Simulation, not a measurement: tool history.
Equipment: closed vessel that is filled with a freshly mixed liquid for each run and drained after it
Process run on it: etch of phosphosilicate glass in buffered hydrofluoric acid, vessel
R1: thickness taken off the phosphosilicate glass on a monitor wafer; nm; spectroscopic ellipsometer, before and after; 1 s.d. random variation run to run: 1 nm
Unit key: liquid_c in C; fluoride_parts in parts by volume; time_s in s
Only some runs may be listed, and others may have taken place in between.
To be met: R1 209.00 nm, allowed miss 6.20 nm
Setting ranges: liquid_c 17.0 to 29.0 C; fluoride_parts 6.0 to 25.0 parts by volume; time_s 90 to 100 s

run 1 hour=0.0 | liquid_c=21.0 fluoride_parts=15.5 time_s=90 | R1=354.80
run 2 hour=3.3 | liquid_c=22.5 fluoride_parts=15.5 time_s=90 | R1=385.77
run 3 hour=6.1 | liquid_c=21.5 fluoride_parts=16.0 time_s=90 | R1=351.28
run 4 hour=9.2 | liquid_c=20.5 fluoride_parts=16.0 time_s=90 | R1=333.64
run 5 hour=17.7 | liquid_c=20.5 fluoride_parts=16.0 time_s=100 | R1=369.39
run 6 hour=19.2 | liquid_c=20.5 fluoride_parts=16.0 time_s=100 | R1=370.88
run 7 hour=27.6 | liquid_c=20.0 fluoride_parts=16.5 time_s=100 | R1=350.10
run 8 hour=33.7 | liquid_c=17.0 fluoride_parts=21.5 time_s=100 | R1=231.76
run 9 hour=38.2 | liquid_c=17.0 fluoride_parts=22.0 time_s=100 | R1=227.08
run 10 hour=43.9 | liquid_c=17.0 fluoride_parts=23.0 time_s=100 | R1=223.00

Next run, 4 choices. One meets every target within its allowed miss, the rest don't. Which?
run A hour=49.6 | liquid_c=17.0 fluoride_parts=20.0 time_s=100 | R1=?
run B hour=49.6 | liquid_c=17.0 fluoride_parts=23.0 time_s=90 | R1=?
run C hour=49.6 | liquid_c=17.0 fluoride_parts=23.0 time_s=95 | R1=?
run D hour=49.6 | liquid_c=17.0 fluoride_parts=21.0 time_s=100 | R1=?

move=A R1=243.64
move=B R1=199.09
move=C R1=210.15
move=D R1=235.57
A: further off than the last run
B: carries the result that was furthest off beyond its target, to the other side
C: every result within its allowed miss
D: further off than the last run
The right move is C.
